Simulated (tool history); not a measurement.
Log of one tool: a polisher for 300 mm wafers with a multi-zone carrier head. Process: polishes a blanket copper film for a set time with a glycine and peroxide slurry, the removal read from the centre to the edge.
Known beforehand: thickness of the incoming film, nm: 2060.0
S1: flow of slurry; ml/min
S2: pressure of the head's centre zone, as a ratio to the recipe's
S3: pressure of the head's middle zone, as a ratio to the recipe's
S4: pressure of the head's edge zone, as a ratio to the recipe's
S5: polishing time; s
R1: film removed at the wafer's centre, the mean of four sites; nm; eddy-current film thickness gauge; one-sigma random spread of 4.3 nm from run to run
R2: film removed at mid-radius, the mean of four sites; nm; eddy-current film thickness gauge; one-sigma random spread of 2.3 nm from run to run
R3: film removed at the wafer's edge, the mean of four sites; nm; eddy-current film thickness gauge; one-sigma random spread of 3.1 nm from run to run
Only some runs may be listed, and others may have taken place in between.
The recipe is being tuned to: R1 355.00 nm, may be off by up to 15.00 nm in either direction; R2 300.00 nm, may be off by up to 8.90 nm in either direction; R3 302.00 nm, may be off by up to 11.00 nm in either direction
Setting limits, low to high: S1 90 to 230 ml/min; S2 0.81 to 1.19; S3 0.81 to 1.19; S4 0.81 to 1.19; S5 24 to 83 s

run  hour   S1    S2    S3    S4  S5      R1      R2      R3
  1   0.0  150  1.00  1.00  1.00  53  331.70  330.05  322.60
  2   7.6  170  1.00  1.00  1.00  53  349.66  339.42  324.76
  3  15.0  205  1.00  1.00  1.00  53  354.43  345.26  332.61
  4  16.5  205  1.04  1.00  1.00  53  360.48  348.64  337.79
  5  18.0  195  1.05  0.96  0.95  53  366.27  332.35  324.34
  6  21.7  195  1.05  0.96  0.95  61  430.66  385.37  378.71
  7  29.0  185  1.03  0.93  0.91  59  398.11  361.94  346.03
  8  36.5  175  1.03  0.90  0.90  58  390.97  339.28  340.93
  9  41.8  175  1.03  0.90  0.90  58  390.72  348.85  337.32
 10  44.4  170  1.03  0.87  0.89  57  382.58  332.18  333.05
 11  48.7  160  1.03  0.85  0.87  56  366.33  313.66  317.59
 12  53.5  155  1.03  0.84  0.86  56  366.35  308.26  317.65
 13  60.5  150  1.03  0.84  0.85  56  363.83  301.64  316.64

5 candidate next runs follow, results not yet known. Just one meets every target within its allowed miss. Identify it.
  A  67.5  100  0.97  0.84  0.97  58   ?   ?   ?
  B  67.5  225  1.10  0.93  0.81  48   ?   ?   ?
  C  67.5  140  1.07  0.82  0.83  60   ?   ?   ?
  D  67.5  170  1.04  0.86  0.84  53   ?   ?   ?
  E  67.5  135  1.00  0.89  0.87  54   ?   ?   ?

move      R1      R2      R3
   A  316.07  285.16  321.69
   B  360.48  303.06  276.59
   C  399.75  316.62  329.74
   D  358.39  301.56  300.88
   E  333.15  301.27  301.06
A: the biggest miss grows against the last run
B: the result that was furthest off in the last run now lies on the other side of its target
C: the biggest miss grows against the last run
D: every result within its allowed miss
E: brings the result that was furthest off to its target, and leaves another outside
Go with D: it meets all targets.
